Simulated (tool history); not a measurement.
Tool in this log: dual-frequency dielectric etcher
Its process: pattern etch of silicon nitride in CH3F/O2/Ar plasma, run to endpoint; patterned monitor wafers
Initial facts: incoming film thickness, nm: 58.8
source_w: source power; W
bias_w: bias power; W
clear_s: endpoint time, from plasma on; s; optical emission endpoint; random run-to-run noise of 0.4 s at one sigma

run 1 day=0.000 | source_w=320 bias_w=71 | clear_s=92.112
run 2 day=0.121 | source_w=340 bias_w=73 | clear_s=89.982
run 3 day=0.150 | source_w=310 bias_w=73 | clear_s=91.955
run 4 day=0.467 | source_w=310 bias_w=63 | clear_s=96.158
run 5 day=0.817 | source_w=330 bias_w=67 | clear_s=92.167
run 6 day=1.046 | source_w=380 bias_w=67 | clear_s=87.379

The next listed run, before its measurement:
run 7 day=1.279 | source_w=390 bias_w=68 | clear_s=?

clear_s: 86.892 s
